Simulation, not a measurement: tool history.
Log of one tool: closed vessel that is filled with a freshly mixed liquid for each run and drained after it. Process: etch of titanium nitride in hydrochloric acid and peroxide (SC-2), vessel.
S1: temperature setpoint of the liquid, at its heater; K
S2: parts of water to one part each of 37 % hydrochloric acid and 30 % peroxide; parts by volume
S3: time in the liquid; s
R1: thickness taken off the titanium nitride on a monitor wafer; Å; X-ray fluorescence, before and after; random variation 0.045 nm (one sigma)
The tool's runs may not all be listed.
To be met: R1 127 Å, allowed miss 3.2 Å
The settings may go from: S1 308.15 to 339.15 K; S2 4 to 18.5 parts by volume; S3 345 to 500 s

run  hour      S1    S2   S3      R1
  1     0  323.15  10.5  500  157.52
  2   2.4  322.65  10.5  500  153.18
  3   9.4  322.15  10.5  500  148.76
  4  13.1  328.15  10.5  500  220.63
  5  22.5  323.15  10.5  500  157.91
  6  28.6  323.15  10.5  500  158.88
  7  37.9  322.65  10.5  500  152.73
  8  46.9  322.15  10.5  500  148.35
  9  53.9  321.65  10.5  500   144.2
 10  56.3  321.15  10.5  500  137.97

5 next moves are on the table. One of them brings every result within its allowed miss. Which?
  A  58.7  322.15  11.5  500   ?
  B  58.7  321.15    11  475   ?
  C  58.7  321.15  10.5  490   ?
  D  58.7  322.15    13  490   ?
  E  58.7  320.65    10  475   ?

move      R1
   A  137.11
   B  126.46
   C  135.67
   D  120.93
   E  132.44
A: nearer than the last run, and not there yet
B: meets every target
C: nearer than the last run, and not there yet
D: takes the result that was furthest off past its target
E: nearer than the last run, and not there yet
Answer: B
